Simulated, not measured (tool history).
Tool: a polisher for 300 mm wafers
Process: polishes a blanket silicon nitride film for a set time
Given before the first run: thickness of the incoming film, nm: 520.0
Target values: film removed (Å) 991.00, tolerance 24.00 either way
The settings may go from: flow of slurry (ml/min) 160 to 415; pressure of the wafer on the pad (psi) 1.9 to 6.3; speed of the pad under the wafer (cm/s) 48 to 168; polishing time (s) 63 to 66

run,hour,flow of slurry (ml/min),pressure of the wafer on the pad (psi),speed of the pad under the wafer (cm/s),polishing time (s),film removed (Å)
1,0.0,265,4.1,108,63,1346.20
2,6.2,260,3.7,108,63,1228.60
3,14.1,325,3.7,108,63,1263.50
4,22.9,310,3.4,108,63,1184.70
5,24.2,295,3.2,108,63,1137.70
6,31.2,290,3.0,108,63,1089.00
7,32.9,285,2.9,108,63,1074.60
8,37.3,285,2.9,108,63,1074.70
9,46.2,285,2.8,108,63,1059.80
10,47.0,285,2.7,108,63,1033.70

4 next moves are on the table. One of them brings every result within its allowed miss. Which?
A,47.8,255,2.8,120,63,?
B,47.8,285,3.0,96,65,?
C,47.8,265,2.7,96,66,?
D,47.8,305,2.8,98,66,?

move,film removed (Å)
A,1107.50
B,1039.00
C,981.13
D,1031.70
A: the biggest miss grows against the last run
B: the biggest miss grows against the last run
C: every result within its allowed miss
D: as far off as the last run
Move C is the one to make.
